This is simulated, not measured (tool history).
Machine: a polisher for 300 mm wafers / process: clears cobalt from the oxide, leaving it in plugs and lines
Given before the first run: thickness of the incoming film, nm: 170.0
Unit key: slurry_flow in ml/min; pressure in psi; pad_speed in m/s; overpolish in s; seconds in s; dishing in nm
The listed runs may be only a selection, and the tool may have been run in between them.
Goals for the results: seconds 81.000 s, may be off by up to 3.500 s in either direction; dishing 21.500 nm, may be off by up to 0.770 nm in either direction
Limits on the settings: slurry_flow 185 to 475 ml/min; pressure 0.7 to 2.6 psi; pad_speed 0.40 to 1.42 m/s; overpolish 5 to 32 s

{"run": 1, "hour": 0.0, "slurry_flow": 305, "pressure": 1.6, "pad_speed": 0.9, "overpolish": 16, "seconds": 57.788, "dishing": 34.213}
{"run": 2, "hour": 3.8, "slurry_flow": 305, "pressure": 1.5, "pad_speed": 0.9, "overpolish": 15, "seconds": 60.33, "dishing": 32.017}
{"run": 3, "hour": 7.0, "slurry_flow": 305, "pressure": 1.4, "pad_speed": 0.9, "overpolish": 14, "seconds": 65.819, "dishing": 28.453}
{"run": 4, "hour": 12.7, "slurry_flow": 305, "pressure": 1.3, "pad_speed": 0.9, "overpolish": 13, "seconds": 69.745, "dishing": 25.604}
{"run": 5, "hour": 17.7, "slurry_flow": 305, "pressure": 1.0, "pad_speed": 0.9, "overpolish": 13, "seconds": 88.834, "dishing": 21.291}
{"run": 6, "hour": 21.0, "slurry_flow": 305, "pressure": 1.2, "pad_speed": 0.9, "overpolish": 13, "seconds": 76.513, "dishing": 24.083}
{"run": 7, "hour": 29.0, "slurry_flow": 305, "pressure": 1.2, "pad_speed": 0.9, "overpolish": 13, "seconds": 74.375, "dishing": 24.339}
{"run": 8, "hour": 36.7, "slurry_flow": 305, "pressure": 1.2, "pad_speed": 0.9, "overpolish": 13, "seconds": 74.519, "dishing": 24.431}
{"run": 9, "hour": 44.8, "slurry_flow": 305, "pressure": 1.2, "pad_speed": 0.9, "overpolish": 13, "seconds": 75.42, "dishing": 24.086}

Pick the move, out of 5, that brings all results within their allowed miss; only one does.
{"run": "A", "hour": 52.9, "slurry_flow": 325, "pressure": 1.2, "pad_speed": 0.9, "overpolish": 15, "seconds": "?", "dishing": "?"}
{"run": "B", "hour": 52.9, "slurry_flow": 215, "pressure": 1.1, "pad_speed": 1.0, "overpolish": 12, "seconds": "?", "dishing": "?"}
{"run": "C", "hour": 52.9, "slurry_flow": 355, "pressure": 1.2, "pad_speed": 0.7, "overpolish": 13, "seconds": "?", "dishing": "?"}
{"run": "D", "hour": 52.9, "slurry_flow": 275, "pressure": 1.4, "pad_speed": 0.76, "overpolish": 11, "seconds": "?", "dishing": "?"}
{"run": "E", "hour": 52.9, "slurry_flow": 370, "pressure": 1.2, "pad_speed": 0.72, "overpolish": 13, "seconds": "?", "dishing": "?"}

move=A seconds=74.666 dishing=27.421
move=B seconds=78.737 dishing=22.060
move=C seconds=88.491 dishing=21.429
move=D seconds=73.843 dishing=21.649
move=E seconds=86.521 dishing=21.825
A: the biggest miss grows against the last run
B: meets every target
C: meets the target for the result that was furthest off, but another lies outside its allowed miss
D: meets the target for the result that was furthest off, but another lies outside its allowed miss
E: meets the target for the result that was furthest off, but another lies outside its allowed miss
The right move is B.

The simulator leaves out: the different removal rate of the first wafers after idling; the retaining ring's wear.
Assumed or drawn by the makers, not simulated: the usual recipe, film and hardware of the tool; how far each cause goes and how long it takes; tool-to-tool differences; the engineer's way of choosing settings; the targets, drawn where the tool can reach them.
